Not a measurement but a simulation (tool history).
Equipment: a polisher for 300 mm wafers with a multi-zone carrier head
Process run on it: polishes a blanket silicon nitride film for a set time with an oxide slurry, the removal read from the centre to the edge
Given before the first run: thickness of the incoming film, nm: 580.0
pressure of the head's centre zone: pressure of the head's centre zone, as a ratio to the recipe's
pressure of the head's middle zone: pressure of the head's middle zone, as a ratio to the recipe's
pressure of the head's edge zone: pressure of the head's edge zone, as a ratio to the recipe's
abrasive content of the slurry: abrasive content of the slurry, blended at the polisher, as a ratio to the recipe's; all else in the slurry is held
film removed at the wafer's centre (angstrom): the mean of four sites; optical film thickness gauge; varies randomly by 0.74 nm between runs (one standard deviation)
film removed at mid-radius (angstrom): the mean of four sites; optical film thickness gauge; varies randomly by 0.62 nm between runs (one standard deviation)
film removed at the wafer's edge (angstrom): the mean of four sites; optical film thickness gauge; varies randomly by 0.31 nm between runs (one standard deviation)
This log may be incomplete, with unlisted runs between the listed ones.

run,hour,flow of slurry (ml/min),pressure of the head's centre zone,pressure of the head's middle zone,pressure of the head's edge zone,abrasive content of the slurry,polishing time (s),film removed at the wafer's centre (angstrom),film removed at mid-radius (angstrom),film removed at the wafer's edge (angstrom)
1,0,130,1,1,1,1,78,389.29,411.21,395.4
2,6.6,130,1,1,0.95,1,78,386.43,401.99,388.26
3,12.6,160,1,1,0.95,1,78,402.51,417.56,399.63
4,15.7,160,1,1,0.95,1.1,78,410.36,440.84,414.81
5,18.4,160,1,1,1.03,1.1,78,417.06,439.83,433.04
6,23.7,170,1.07,1.01,0.98,1.15,79,475.28,446.61,434.44
7,32.7,200,1.17,1.11,0.98,1.25,79,554.17,506.67,464.64

Expected results for the next run?
8,37,200,1.18,1.11,0.96,1.25,79,?,?,?

film removed at the wafer's centre (angstrom): 551.24
film removed at mid-radius (angstrom): 516.23
film removed at the wafer's edge (angstrom): 455.3
